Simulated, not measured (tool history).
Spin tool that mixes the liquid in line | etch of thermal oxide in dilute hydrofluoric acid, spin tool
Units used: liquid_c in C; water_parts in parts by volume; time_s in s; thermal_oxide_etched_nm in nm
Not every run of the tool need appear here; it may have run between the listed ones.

{"run": 1, "hour": 0.0, "liquid_c": 24.0, "water_parts": 70, "time_s": 90, "thermal_oxide_etched_nm": 6.1434}
{"run": 2, "hour": 8.8, "liquid_c": 20.5, "water_parts": 70, "time_s": 90, "thermal_oxide_etched_nm": 5.3133}
{"run": 3, "hour": 14.0, "liquid_c": 20.5, "water_parts": 70, "time_s": 90, "thermal_oxide_etched_nm": 5.3656}
{"run": 4, "hour": 21.7, "liquid_c": 22.0, "water_parts": 70, "time_s": 90, "thermal_oxide_etched_nm": 5.6614}
{"run": 5, "hour": 23.6, "liquid_c": 23.5, "water_parts": 70, "time_s": 90, "thermal_oxide_etched_nm": 5.9514}
{"run": 6, "hour": 28.6, "liquid_c": 26.0, "water_parts": 70, "time_s": 90, "thermal_oxide_etched_nm": 6.7123}
{"run": 7, "hour": 36.3, "liquid_c": 30.0, "water_parts": 70, "time_s": 90, "thermal_oxide_etched_nm": 7.7293}

For run 8, what comes out?
{"run": 8, "hour": 43.8, "liquid_c": 30.5, "water_parts": 70, "time_s": 90, "thermal_oxide_etched_nm": "?"}

{"run 8": {"thermal_oxide_etched_nm": 7.9849}}

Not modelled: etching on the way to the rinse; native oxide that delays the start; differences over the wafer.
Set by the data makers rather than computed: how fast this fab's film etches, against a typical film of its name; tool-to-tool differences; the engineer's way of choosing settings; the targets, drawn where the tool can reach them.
